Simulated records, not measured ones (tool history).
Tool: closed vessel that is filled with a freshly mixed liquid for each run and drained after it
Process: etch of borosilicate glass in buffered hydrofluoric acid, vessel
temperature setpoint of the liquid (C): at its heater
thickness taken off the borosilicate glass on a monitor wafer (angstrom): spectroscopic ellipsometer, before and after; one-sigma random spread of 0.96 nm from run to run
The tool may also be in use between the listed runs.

| run | day | temperature setpoint of the liquid (C) | parts of 40 % ammonium fluoride to one part of 49 % hydrofluoric acid (parts by volume) | time in the liquid (s) | thickness taken off the borosilicate glass on a monitor wafer (angstrom) |
|---|---|---|---|---|---|
| 1 | 0.000 | 22.0 | 8.5 | 95 | 1237.2 |
| 2 | 0.296 | 21.5 | 8.5 | 95 | 1205.9 |
| 3 | 0.375 | 21.0 | 8.5 | 95 | 1174.6 |
| 4 | 0.608 | 21.0 | 8.5 | 95 | 1164.9 |
| 5 | 0.638 | 21.0 | 8.5 | 95 | 1160.4 |
| 6 | 0.950 | 20.5 | 8.5 | 95 | 1137.3 |

Expected results for the next run?
| 7 | 1.275 | 20.5 | 8.5 | 95 | ? |

Run 7 produced thickness taken off the borosilicate glass on a monitor wafer (angstrom) 1120.8.
